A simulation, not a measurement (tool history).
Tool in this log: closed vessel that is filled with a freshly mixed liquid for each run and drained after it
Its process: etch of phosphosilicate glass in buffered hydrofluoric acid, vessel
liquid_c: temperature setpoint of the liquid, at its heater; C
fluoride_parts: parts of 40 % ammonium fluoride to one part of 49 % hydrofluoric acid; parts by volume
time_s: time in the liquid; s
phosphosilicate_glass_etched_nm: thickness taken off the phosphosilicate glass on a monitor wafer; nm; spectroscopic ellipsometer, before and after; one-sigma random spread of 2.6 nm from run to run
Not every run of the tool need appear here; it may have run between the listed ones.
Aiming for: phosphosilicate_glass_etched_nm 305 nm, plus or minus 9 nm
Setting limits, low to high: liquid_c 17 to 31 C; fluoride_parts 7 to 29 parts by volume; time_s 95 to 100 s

| run | hour | liquid_c | fluoride_parts | time_s | phosphosilicate_glass_etched_nm |
|---|---|---|---|---|---|
| 1 | 0 | 23 | 18 | 95 | 241.94 |
| 2 | 5.1 | 23 | 20 | 95 | 218.52 |
| 3 | 11.3 | 25.5 | 20 | 95 | 251.33 |
| 4 | 14.7 | 25.5 | 25 | 95 | 215.95 |
| 5 | 19.6 | 25.5 | 25 | 100 | 226.71 |
| 6 | 26.5 | 25.5 | 25 | 100 | 226.15 |
| 7 | 32.9 | 25.5 | 25 | 100 | 225.46 |
| 8 | 38.7 | 26.5 | 25 | 100 | 238.89 |
| 9 | 45 | 27 | 25 | 100 | 248.52 |
| 10 | 46.4 | 27.5 | 25 | 100 | 258.21 |
| 11 | 51.3 | 28 | 25 | 100 | 260.15 |
| 12 | 54.4 | 28.5 | 25 | 100 | 269.58 |
| 13 | 63.5 | 29 | 25 | 100 | 272.76 |
| 14 | 66.6 | 29.5 | 25 | 100 | 278.77 |

Below are 4 possible settings for the next run. Only one of them brings all results inside the allowed miss of their targets. Which is it?
| A | 69.7 | 31 | 28 | 100 | ? |
| B | 69.7 | 31 | 23.5 | 100 | ? |
| C | 69.7 | 31 | 23 | 100 | ? |
| D | 69.7 | 31 | 23 | 95 | ? |

| move | phosphosilicate_glass_etched_nm |
|---|---|
| A | 281.42 |
| B | 317.2 |
| C | 321.9 |
| D | 305.81 |
A: an improvement on the last run, though not all results are within tolerance
B: the result that was furthest off in the last run now lies on the other side of its target
C: the result that was furthest off in the last run now lies on the other side of its target
D: every result within its allowed miss
The right move is D.
